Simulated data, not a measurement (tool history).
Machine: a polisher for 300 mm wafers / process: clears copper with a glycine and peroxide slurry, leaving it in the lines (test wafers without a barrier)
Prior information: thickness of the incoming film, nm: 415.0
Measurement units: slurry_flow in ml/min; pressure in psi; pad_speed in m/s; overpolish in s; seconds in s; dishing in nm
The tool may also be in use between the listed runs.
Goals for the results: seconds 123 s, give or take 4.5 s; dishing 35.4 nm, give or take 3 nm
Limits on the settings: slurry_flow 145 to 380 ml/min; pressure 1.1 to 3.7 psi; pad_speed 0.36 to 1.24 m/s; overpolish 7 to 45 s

{"run": 1, "hour": 0.0, "slurry_flow": 245, "pressure": 2.4, "pad_speed": 0.8, "overpolish": 23, "seconds": 93.101, "dishing": 43.465}
{"run": 2, "hour": 4.7, "slurry_flow": 245, "pressure": 2.6, "pad_speed": 0.8, "overpolish": 23, "seconds": 89.443, "dishing": 44.281}
{"run": 3, "hour": 7.7, "slurry_flow": 245, "pressure": 2.6, "pad_speed": 0.8, "overpolish": 26, "seconds": 90.814, "dishing": 50.056}
{"run": 4, "hour": 12.1, "slurry_flow": 245, "pressure": 2.5, "pad_speed": 0.8, "overpolish": 26, "seconds": 90.866, "dishing": 49.053}
{"run": 5, "hour": 13.8, "slurry_flow": 245, "pressure": 2.4, "pad_speed": 0.8, "overpolish": 26, "seconds": 95.614, "dishing": 47.009}
{"run": 6, "hour": 22.3, "slurry_flow": 195, "pressure": 2.4, "pad_speed": 0.8, "overpolish": 26, "seconds": 97.747, "dishing": 46.178}
{"run": 7, "hour": 31.3, "slurry_flow": 195, "pressure": 1.8, "pad_speed": 0.78, "overpolish": 20, "seconds": 113.41, "dishing": 37.464}
{"run": 8, "hour": 40.1, "slurry_flow": 195, "pressure": 1.5, "pad_speed": 0.76, "overpolish": 19, "seconds": 126.45, "dishing": 31.275}
{"run": 9, "hour": 41.7, "slurry_flow": 195, "pressure": 1.5, "pad_speed": 0.76, "overpolish": 19, "seconds": 129.14, "dishing": 31.818}

Which one of the following 5 next-run settings gets every result inside its allowed miss? There is exactly one.
{"run": "A", "hour": 43.3, "slurry_flow": 150, "pressure": 1.9, "pad_speed": 0.8, "overpolish": 19, "seconds": "?", "dishing": "?"}
{"run": "B", "hour": 43.3, "slurry_flow": 275, "pressure": 2, "pad_speed": 0.7, "overpolish": 19, "seconds": "?", "dishing": "?"}
{"run": "C", "hour": 43.3, "slurry_flow": 205, "pressure": 1.8, "pad_speed": 0.78, "overpolish": 29, "seconds": "?", "dishing": "?"}
{"run": "D", "hour": 43.3, "slurry_flow": 145, "pressure": 2, "pad_speed": 0.7, "overpolish": 21, "seconds": "?", "dishing": "?"}
{"run": "E", "hour": 43.3, "slurry_flow": 170, "pressure": 1.5, "pad_speed": 0.7, "overpolish": 21, "seconds": "?", "dishing": "?"}

move=A seconds=115.67 dishing=34.617
move=B seconds=113.8 dishing=35.319
move=C seconds=114.96 dishing=45.279
move=D seconds=124.95 dishing=35.479
move=E seconds=138.84 dishing=32.916
A: the result that was furthest off in the last run now lies on the other side of its target
B: the result that was furthest off in the last run now lies on the other side of its target
C: the result that was furthest off in the last run now lies on the other side of its target
D: hits every target within its allowed miss
E: lands further from the targets than the last run did
Move D is the one to make.
